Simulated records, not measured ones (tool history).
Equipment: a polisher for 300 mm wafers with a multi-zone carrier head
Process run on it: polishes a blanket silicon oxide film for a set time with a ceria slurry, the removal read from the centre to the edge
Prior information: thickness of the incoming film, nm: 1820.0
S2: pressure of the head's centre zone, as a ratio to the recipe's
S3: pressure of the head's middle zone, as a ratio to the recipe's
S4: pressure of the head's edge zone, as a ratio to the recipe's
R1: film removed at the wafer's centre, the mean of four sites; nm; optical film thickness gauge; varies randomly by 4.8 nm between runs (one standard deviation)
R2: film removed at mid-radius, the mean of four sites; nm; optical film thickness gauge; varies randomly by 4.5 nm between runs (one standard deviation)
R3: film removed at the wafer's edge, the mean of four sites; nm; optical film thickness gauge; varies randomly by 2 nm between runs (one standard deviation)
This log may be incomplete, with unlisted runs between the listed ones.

Run 1, day 0.000: flow of slurry (ml/min) 145, S2 1.00, S3 1.00, S4 1.00, polishing time (s) 67. Result: R1 237.94 nm, R2 241.50 nm, R3 224.07 nm.
Run 2, day 0.079: flow of slurry (ml/min) 145, S2 1.00, S3 1.00, S4 1.00, polishing time (s) 54. Result: R1 199.94 nm, R2 191.56 nm, R3 180.96 nm.
Run 3, day 0.329: flow of slurry (ml/min) 155, S2 1.03, S3 1.03, S4 1.03, polishing time (s) 59. Result: R1 221.99 nm, R2 218.71 nm, R3 199.26 nm.
Run 4, day 0.421: flow of slurry (ml/min) 140, S2 1.03, S3 1.03, S4 1.03, polishing time (s) 59. Result: R1 217.29 nm, R2 213.57 nm, R3 197.93 nm.
Run 5, day 0.446: flow of slurry (ml/min) 115, S2 1.03, S3 1.03, S4 1.03, polishing time (s) 59. Result: R1 208.57 nm, R2 203.04 nm, R3 196.18 nm.
Run 6, day 0.700: flow of slurry (ml/min) 125, S2 1.05, S3 1.05, S4 1.05, polishing time (s) 64. Result: R1 238.81 nm, R2 228.31 nm, R3 215.24 nm.
Run 7, day 0.871: flow of slurry (ml/min) 135, S2 1.05, S3 1.07, S4 1.07, polishing time (s) 68. Result: R1 255.16 nm, R2 248.97 nm, R3 232.06 nm.
Run 8, day 1.212: flow of slurry (ml/min) 145, S2 1.06, S3 1.09, S4 1.08, polishing time (s) 71. Result: R1 275.28 nm, R2 269.83 nm, R3 246.85 nm.
Run 9, day 1.421: flow of slurry (ml/min) 155, S2 1.06, S3 1.11, S4 1.09, polishing time (s) 73. Result: R1 286.98 nm, R2 280.60 nm, R3 256.26 nm.
Run 10, day 1.750: flow of slurry (ml/min) 165, S2 1.06, S3 1.13, S4 1.09, polishing time (s) 75. Result: R1 294.91 nm, R2 300.91 nm, R3 262.68 nm.
Run 11, day 1.867: flow of slurry (ml/min) 170, S2 1.07, S3 1.14, S4 1.10, polishing time (s) 76. Result: R1 310.22 nm, R2 305.48 nm, R3 269.75 nm.

Predict the results of run 12:
Run 12, day 2.229: flow of slurry (ml/min) 175, S2 1.07, S3 1.15, S4 1.10, polishing time (s) 77. Result: R1 ?, R2 ?, R3 ?.

R1: 310.15 nm
R2: 307.94 nm
R3: 276.01 nm
